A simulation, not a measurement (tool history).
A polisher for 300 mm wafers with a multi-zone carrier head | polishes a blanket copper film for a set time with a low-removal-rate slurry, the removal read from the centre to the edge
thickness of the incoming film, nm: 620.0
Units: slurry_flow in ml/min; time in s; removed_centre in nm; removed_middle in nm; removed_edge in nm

run,hour,slurry_flow,centre_zone,middle_zone,edge_zone,slurry_solids,time,removed_centre,removed_middle,removed_edge
1,0.0,250,1.00,1.00,1.00,1.00,49,107.76,105.84,110.23
2,1.1,270,0.97,1.06,0.99,1.15,51,114.23,119.93,116.15
3,2.7,270,0.97,1.02,0.99,1.15,51,113.32,117.60,118.63
4,8.9,270,0.97,1.02,1.04,1.15,51,112.97,114.25,120.94
5,16.5,270,0.97,1.02,0.97,1.15,51,113.45,118.73,116.81
6,17.5,280,0.93,1.06,0.96,1.25,53,115.82,132.35,123.26
7,22.3,325,0.94,1.16,1.05,1.50,55,126.62,155.63,142.47
8,23.0,330,0.94,1.17,1.03,1.50,55,131.36,155.90,141.07
9,28.8,290,0.84,1.19,0.93,1.50,58,119.12,162.35,136.54

Run 10 comes next. What will it give?
10,30.5,305,0.85,1.19,0.93,1.50,58,?,?,?

{"run 10": {"removed_centre": 121.48, "removed_middle": 164.26, "removed_edge": 136.49}}

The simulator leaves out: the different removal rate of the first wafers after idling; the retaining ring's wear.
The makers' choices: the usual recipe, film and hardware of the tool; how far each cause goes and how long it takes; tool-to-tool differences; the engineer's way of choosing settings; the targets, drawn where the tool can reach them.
